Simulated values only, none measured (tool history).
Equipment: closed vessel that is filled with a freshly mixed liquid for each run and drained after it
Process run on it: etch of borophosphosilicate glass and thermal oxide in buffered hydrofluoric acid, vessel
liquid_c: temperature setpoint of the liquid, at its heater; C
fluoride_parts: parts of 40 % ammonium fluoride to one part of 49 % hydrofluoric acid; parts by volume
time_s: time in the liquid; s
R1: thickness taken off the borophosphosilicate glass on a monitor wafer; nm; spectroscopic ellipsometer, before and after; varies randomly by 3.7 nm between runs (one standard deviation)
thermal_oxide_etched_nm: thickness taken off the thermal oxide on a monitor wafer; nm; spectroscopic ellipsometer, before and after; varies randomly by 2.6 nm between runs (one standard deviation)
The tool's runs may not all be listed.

run 1 day=0.000 | liquid_c=22.0 fluoride_parts=12.0 time_s=60 | R1=120.21 thermal_oxide_etched_nm=54.984
run 2 day=0.050 | liquid_c=22.0 fluoride_parts=12.0 time_s=80 | R1=160.03 thermal_oxide_etched_nm=74.554
run 3 day=0.400 | liquid_c=19.5 fluoride_parts=12.0 time_s=80 | R1=141.09 thermal_oxide_etched_nm=63.867
run 4 day=0.738 | liquid_c=17.5 fluoride_parts=12.0 time_s=80 | R1=126.35 thermal_oxide_etched_nm=59.265
run 5 day=1.012 | liquid_c=20.5 fluoride_parts=10.0 time_s=85 | R1=189.49 thermal_oxide_etched_nm=85.435
run 6 day=1.146 | liquid_c=20.5 fluoride_parts=10.0 time_s=95 | R1=209.49 thermal_oxide_etched_nm=97.932
run 7 day=1.262 | liquid_c=23.0 fluoride_parts=8.5 time_s=100 | R1=292.04 thermal_oxide_etched_nm=134.930
run 8 day=1.308 | liquid_c=25.0 fluoride_parts=7.5 time_s=100 | R1=371.99 thermal_oxide_etched_nm=173.610

What will run 9 give?
run 9 day=1.488 | liquid_c=26.5 fluoride_parts=7.0 time_s=100 | R1=? thermal_oxide_etched_nm=?

{"run 9": {"R1": 432.92, "thermal_oxide_etched_nm": 198.04}}

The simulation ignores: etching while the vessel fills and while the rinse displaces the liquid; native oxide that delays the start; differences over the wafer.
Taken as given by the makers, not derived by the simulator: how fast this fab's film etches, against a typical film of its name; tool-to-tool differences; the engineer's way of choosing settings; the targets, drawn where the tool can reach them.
